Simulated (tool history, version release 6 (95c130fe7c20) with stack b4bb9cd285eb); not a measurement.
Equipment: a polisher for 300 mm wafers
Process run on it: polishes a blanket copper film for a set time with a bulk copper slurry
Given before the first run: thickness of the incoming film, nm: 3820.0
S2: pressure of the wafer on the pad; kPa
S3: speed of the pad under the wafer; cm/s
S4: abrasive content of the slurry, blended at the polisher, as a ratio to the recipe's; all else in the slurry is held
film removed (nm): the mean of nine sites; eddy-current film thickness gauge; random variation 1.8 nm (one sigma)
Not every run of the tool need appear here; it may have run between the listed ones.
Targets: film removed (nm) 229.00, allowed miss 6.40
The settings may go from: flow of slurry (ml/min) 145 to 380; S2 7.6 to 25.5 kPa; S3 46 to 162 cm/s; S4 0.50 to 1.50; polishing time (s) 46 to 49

Run 1, hour 0.0: flow of slurry (ml/min) 245, S2 16.5 kPa, S3 104 cm/s, S4 1.00, polishing time (s) 46. Result: film removed (nm) 345.35.
Run 2, hour 1.8: flow of slurry (ml/min) 245, S2 16.5 kPa, S3 92 cm/s, S4 1.00, polishing time (s) 46. Result: film removed (nm) 324.14.
Run 3, hour 6.6: flow of slurry (ml/min) 245, S2 16.5 kPa, S3 92 cm/s, S4 1.00, polishing time (s) 49. Result: film removed (nm) 339.02.
Run 4, hour 13.1: flow of slurry (ml/min) 245, S2 15.9 kPa, S3 92 cm/s, S4 1.00, polishing time (s) 49. Result: film removed (nm) 328.59.
Run 5, hour 14.2: flow of slurry (ml/min) 245, S2 15.2 kPa, S3 92 cm/s, S4 1.00, polishing time (s) 49. Result: film removed (nm) 317.20.
Run 6, hour 21.7: flow of slurry (ml/min) 245, S2 14.5 kPa, S3 92 cm/s, S4 1.00, polishing time (s) 49. Result: film removed (nm) 301.46.
Run 7, hour 25.7: flow of slurry (ml/min) 245, S2 13.8 kPa, S3 92 cm/s, S4 1.00, polishing time (s) 49. Result: film removed (nm) 286.52.
Run 8, hour 30.1: flow of slurry (ml/min) 245, S2 13.1 kPa, S3 92 cm/s, S4 1.00, polishing time (s) 49. Result: film removed (nm) 273.55.
Run 9, hour 33.5: flow of slurry (ml/min) 240, S2 11.7 kPa, S3 92 cm/s, S4 1.00, polishing time (s) 49. Result: film removed (nm) 245.95.
Run 10, hour 35.4: flow of slurry (ml/min) 235, S2 11.7 kPa, S3 92 cm/s, S4 1.00, polishing time (s) 49. Result: film removed (nm) 245.81.
Run 11, hour 42.9: flow of slurry (ml/min) 230, S2 11.7 kPa, S3 92 cm/s, S4 1.00, polishing time (s) 49. Result: film removed (nm) 244.51.
Run 12, hour 49.7: flow of slurry (ml/min) 225, S2 11.7 kPa, S3 92 cm/s, S4 1.00, polishing time (s) 49. Result: film removed (nm) 244.47.
Run 13, hour 51.9: flow of slurry (ml/min) 225, S2 11.7 kPa, S3 92 cm/s, S4 1.00, polishing time (s) 49. Result: film removed (nm) 245.40.

Which single option among these 5 for the next run brings every result within its allowed miss of target? Just one does.
Run A, hour 54.1: flow of slurry (ml/min) 225, S2 11.0 kPa, S3 82 cm/s, S4 1.00, polishing time (s) 49. Result: film removed (nm) ?.
Run B, hour 54.1: flow of slurry (ml/min) 205, S2 13.1 kPa, S3 100 cm/s, S4 0.90, polishing time (s) 49. Result: film removed (nm) ?.
Run C, hour 54.1: flow of slurry (ml/min) 215, S2 10.3 kPa, S3 104 cm/s, S4 1.00, polishing time (s) 49. Result: film removed (nm) ?.
Run D, hour 54.1: flow of slurry (ml/min) 265, S2 14.5 kPa, S3 72 cm/s, S4 1.15, polishing time (s) 49. Result: film removed (nm) ?.
Run E, hour 54.1: flow of slurry (ml/min) 220, S2 11.0 kPa, S3 86 cm/s, S4 1.05, polishing time (s) 46. Result: film removed (nm) ?.

move  film removed (nm)
   A             213.88
   B             272.73
   C             228.92
   D             272.24
   E             207.52
A: moves the result that the last run missed by most past its target, out the other side
B: moves away from the targets compared with the last run
C: meets every target
D: moves away from the targets compared with the last run
E: moves the result that the last run missed by most past its target, out the other side
Correct choice: C, which meets every target
